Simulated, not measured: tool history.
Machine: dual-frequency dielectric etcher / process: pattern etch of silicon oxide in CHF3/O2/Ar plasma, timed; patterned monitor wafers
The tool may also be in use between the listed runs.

run,hour,source power (kW),bias power (kW),etch time (s),mean etch depth across the wafer (Å)
1,0,0.59,0.23,303,7776.9
2,9.1,0.51,0.23,303,7143.2
3,17.2,0.44,0.23,303,6512.3
4,18.2,0.44,0.23,303,6525.2
5,23.4,0.52,0.236,303,7380.2
6,32,0.52,0.236,279.5,6740.9
7,34.3,0.59,0.245,281,7373.4
8,36.3,0.64,0.254,284.5,7995.5
# hour 44.7: source power generator calibrated
9,44.7,0.76,0.286,290.5,9211.3
10,52.9,0.77,0.289,291.5,9334.2

What does the tool deliver on the next run?
11,61,0.78,0.292,292.5,?

mean etch depth across the wafer (Å): 9496.9

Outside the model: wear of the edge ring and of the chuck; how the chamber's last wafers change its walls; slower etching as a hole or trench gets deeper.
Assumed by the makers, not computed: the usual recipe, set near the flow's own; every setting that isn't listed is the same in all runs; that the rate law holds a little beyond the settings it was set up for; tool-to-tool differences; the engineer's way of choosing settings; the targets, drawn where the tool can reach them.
